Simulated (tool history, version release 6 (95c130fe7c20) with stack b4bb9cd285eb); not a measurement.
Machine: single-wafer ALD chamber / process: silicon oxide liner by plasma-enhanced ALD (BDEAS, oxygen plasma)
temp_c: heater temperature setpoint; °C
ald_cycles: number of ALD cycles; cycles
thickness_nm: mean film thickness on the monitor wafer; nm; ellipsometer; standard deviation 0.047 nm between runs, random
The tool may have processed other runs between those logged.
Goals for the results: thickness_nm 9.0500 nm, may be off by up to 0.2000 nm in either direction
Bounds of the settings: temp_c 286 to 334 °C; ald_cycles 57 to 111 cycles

run  hour  temp_c  ald_cycles  thickness_nm
  1   0.0     310          84        7.4538
  2   5.1     310          87        7.7375
  3   6.0     310          90        7.9936
  4  10.4     310          92        8.2372
  5  14.0     310          85        7.5295
  6  22.8     310          94        8.3877
  7  29.6     310          95        8.4299
  8  30.8     310          96        8.5305
  9  35.7     310          97        8.6259
 10  42.9     310          98        8.7053
 11  47.5     310          99        8.8121

Next run, 5 choices. One meets every target within its allowed miss, the rest don't. Which?
  A  52.1     317          96             ?
  B  52.1     304          95             ?
  C  52.1     323         103             ?
  D  52.1     315          95             ?
  E  52.1     317          95             ?

move  thickness_nm
   A        8.4796
   B        8.5286
   C        9.0293
   D        8.4124
   E        8.3913
A: its largest miss is bigger than the last run's
B: its largest miss is bigger than the last run's
C: hits every target within its allowed miss
D: its largest miss is bigger than the last run's
E: its largest miss is bigger than the last run's
The right move is C.
